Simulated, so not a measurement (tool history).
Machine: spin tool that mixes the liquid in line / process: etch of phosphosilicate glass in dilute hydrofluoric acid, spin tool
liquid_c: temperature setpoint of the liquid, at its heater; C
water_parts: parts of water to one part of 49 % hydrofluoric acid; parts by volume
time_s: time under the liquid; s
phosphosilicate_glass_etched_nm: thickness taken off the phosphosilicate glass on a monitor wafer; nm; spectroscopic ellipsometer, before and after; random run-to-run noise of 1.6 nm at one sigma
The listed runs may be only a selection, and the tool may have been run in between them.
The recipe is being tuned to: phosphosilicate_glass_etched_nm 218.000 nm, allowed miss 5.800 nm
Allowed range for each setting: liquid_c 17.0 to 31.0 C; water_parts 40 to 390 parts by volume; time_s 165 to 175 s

run,hour,liquid_c,water_parts,time_s,phosphosilicate_glass_etched_nm
1,0.0,23.0,215,165,76.407
2,3.3,23.0,165,165,103.700
3,6.4,26.0,165,165,115.950
4,12.5,29.5,165,165,133.100
5,19.0,29.5,235,165,85.192
6,22.5,29.5,300,165,62.028
7,23.8,30.0,255,165,79.126
8,29.2,30.0,220,165,93.987
9,36.2,31.0,130,165,187.130
10,42.2,31.0,125,165,193.330
11,50.3,31.0,100,165,251.290
12,53.6,30.5,100,165,249.810
13,57.6,30.0,100,165,240.010
14,58.5,29.5,100,165,239.380
15,64.5,29.0,100,165,236.120
16,72.9,28.5,100,165,227.780
17,77.0,28.0,100,165,226.190

Below are 4 possible settings for the next run. Only one of them brings all results inside the allowed miss of their targets. Which is it?
A,81.1,25.0,100,170,?
B,81.1,29.0,115,165,?
C,81.1,27.5,105,170,?
D,81.1,26.0,105,170,?

move,phosphosilicate_glass_etched_nm
A,207.490
B,200.170
C,216.300
D,204.170
A: pushes the last run's worst result past its target
B: pushes the last run's worst result past its target
C: every result lands within tolerance
D: pushes the last run's worst result past its target
C is the move that brings every result within its allowed miss.

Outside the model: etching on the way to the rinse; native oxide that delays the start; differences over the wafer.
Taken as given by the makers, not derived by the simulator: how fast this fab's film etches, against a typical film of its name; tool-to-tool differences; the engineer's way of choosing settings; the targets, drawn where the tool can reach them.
